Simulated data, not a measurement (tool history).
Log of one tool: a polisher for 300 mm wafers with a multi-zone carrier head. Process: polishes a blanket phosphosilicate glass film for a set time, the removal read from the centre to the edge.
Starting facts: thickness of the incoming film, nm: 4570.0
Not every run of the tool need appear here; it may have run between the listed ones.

run,day,flow of slurry (ml/min),pressure of the head's centre zone,pressure of the head's middle zone,pressure of the head's edge zone,abrasive content of the slurry,polishing time (s),film removed at the wafer's centre (nm),film removed at mid-radius (nm),film removed at the wafer's edge (nm)
1,0,215,1,1,1,1,54,551.2,572.81,585.85
2,0.271,265,1,1,1,1,54,576.43,592.24,591.3
3,0.458,270,0.99,1,0.99,0.95,51,530.13,561.57,548.04
4,0.567,270,0.99,0.99,0.98,0.9,48,495.78,509.06,509.43
5,0.704,270,0.99,0.99,0.98,0.75,48,461.49,481.05,482.31
6,1.029,275,0.99,1,0.97,0.7,45,428.55,445.49,436.79

What does the tool deliver on the next run?
7,1.1,275,0.99,1,0.97,0.7,45,?,?,?

{"run 7": {"film removed at the wafer's centre (nm)": 423.33, "film removed at mid-radius (nm)": 449.73, "film removed at the wafer's edge (nm)": 435.36}}
